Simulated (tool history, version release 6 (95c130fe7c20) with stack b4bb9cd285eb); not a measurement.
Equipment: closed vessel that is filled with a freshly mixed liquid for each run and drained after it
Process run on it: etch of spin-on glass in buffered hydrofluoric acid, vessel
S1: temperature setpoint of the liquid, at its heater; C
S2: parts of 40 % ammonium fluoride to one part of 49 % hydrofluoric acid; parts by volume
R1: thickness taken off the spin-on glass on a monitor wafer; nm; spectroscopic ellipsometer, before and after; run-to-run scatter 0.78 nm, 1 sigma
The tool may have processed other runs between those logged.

Run 1, hour 0.0: S1 21.0 C, S2 17 parts by volume, time in the liquid (s) 95. Result: R1 215.03 nm.
Run 2, hour 2.6: S1 21.5 C, S2 17 parts by volume, time in the liquid (s) 95. Result: R1 221.72 nm.
Run 3, hour 10.1: S1 21.5 C, S2 17 parts by volume, time in the liquid (s) 95. Result: R1 221.90 nm.
Run 4, hour 12.5: S1 22.0 C, S2 17 parts by volume, time in the liquid (s) 95. Result: R1 229.10 nm.
Run 5, hour 14.1: S1 22.0 C, S2 12 parts by volume, time in the liquid (s) 95. Result: R1 322.02 nm.
Run 6, hour 22.3: S1 22.0 C, S2 12 parts by volume, time in the liquid (s) 100. Result: R1 337.27 nm.

The next listed run, before its measurement:
Run 7, hour 28.7: S1 21.0 C, S2 12 parts by volume, time in the liquid (s) 100. Result: R1 ?.

R1: 317.36 nm
